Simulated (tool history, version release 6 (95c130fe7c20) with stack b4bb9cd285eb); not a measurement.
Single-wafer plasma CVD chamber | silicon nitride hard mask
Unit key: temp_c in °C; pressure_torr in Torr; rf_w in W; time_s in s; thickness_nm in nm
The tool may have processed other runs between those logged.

run,hour,temp_c,pressure_torr,rf_w,time_s,thickness_nm
1,0.0,410,1.23,320,32.3,33.666
2,6.8,410,1.31,325,32.3,34.539
3,9.4,410,1.39,325,32.3,35.144
4,13.4,401,1.39,325,32.3,35.292
5,18.6,401,1.22,325,32.3,34.177
6,19.2,401,1.00,325,32.3,32.054
7,22.6,401,1.11,330,32.3,33.518
8,26.5,401,1.19,335,32.3,34.749
9,28.0,401,1.25,340,32.3,35.640

What will run 10 give?
10,30.7,401,1.30,345,32.3,?

thickness_nm: 36.587 nm
